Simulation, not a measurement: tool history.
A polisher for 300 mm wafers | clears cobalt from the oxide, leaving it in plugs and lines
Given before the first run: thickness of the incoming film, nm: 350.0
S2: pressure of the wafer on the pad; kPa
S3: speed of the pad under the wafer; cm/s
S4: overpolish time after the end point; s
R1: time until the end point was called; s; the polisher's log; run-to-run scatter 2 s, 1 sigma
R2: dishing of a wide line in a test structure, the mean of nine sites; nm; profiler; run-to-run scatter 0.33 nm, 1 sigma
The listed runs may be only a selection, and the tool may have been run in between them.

{"run": 1, "day": 0.0, "flow of slurry (ml/min)": 215, "S2": 11.7, "S3": 82, "S4": 30, "R1": 86.596, "R2": 30.673}
{"run": 2, "day": 0.079, "flow of slurry (ml/min)": 215, "S2": 11, "S3": 82, "S4": 32, "R1": 92.459, "R2": 29.785}
{"run": 3, "day": 0.396, "flow of slurry (ml/min)": 185, "S2": 11, "S3": 82, "S4": 32, "R1": 94.557, "R2": 30.655}
{"run": 4, "day": 0.521, "flow of slurry (ml/min)": 185, "S2": 9.7, "S3": 82, "S4": 32, "R1": 106.52, "R2": 30.342}
{"run": 5, "day": 0.6, "flow of slurry (ml/min)": 185, "S2": 9.7, "S3": 82, "S4": 24, "R1": 108.25, "R2": 28.941}
{"run": 6, "day": 0.867, "flow of slurry (ml/min)": 185, "S2": 9.7, "S3": 82, "S4": 19, "R1": 106.15, "R2": 26.696}
{"run": 7, "day": 1.1, "flow of slurry (ml/min)": 185, "S2": 9, "S3": 82, "S4": 22, "R1": 114.73, "R2": 27.373}
{"run": 8, "day": 1.192, "flow of slurry (ml/min)": 180, "S2": 9, "S3": 82, "S4": 25, "R1": 114.2, "R2": 28.306}
{"run": 9, "day": 1.492, "flow of slurry (ml/min)": 180, "S2": 9, "S3": 82, "S4": 27, "R1": 115.44, "R2": 28.509}
{"run": 10, "day": 1.529, "flow of slurry (ml/min)": 180, "S2": 9, "S3": 82, "S4": 29, "R1": 116.34, "R2": 29.215}
{"run": 11, "day": 1.592, "flow of slurry (ml/min)": 180, "S2": 9, "S3": 82, "S4": 30, "R1": 113.84, "R2": 29.322}
{"run": 12, "day": 1.788, "flow of slurry (ml/min)": 180, "S2": 8.3, "S3": 82, "S4": 32, "R1": 122.29, "R2": 29.495}
{"run": 13, "day": 2.008, "flow of slurry (ml/min)": 180, "S2": 8.3, "S3": 82, "S4": 33, "R1": 121.83, "R2": 29.354}

What does the tool deliver on the next run?
{"run": 14, "day": 2.133, "flow of slurry (ml/min)": 175, "S2": 8.3, "S3": 82, "S4": 35, "R1": "?", "R2": "?"}

R1: 122.16 s
R2: 29.97 nm
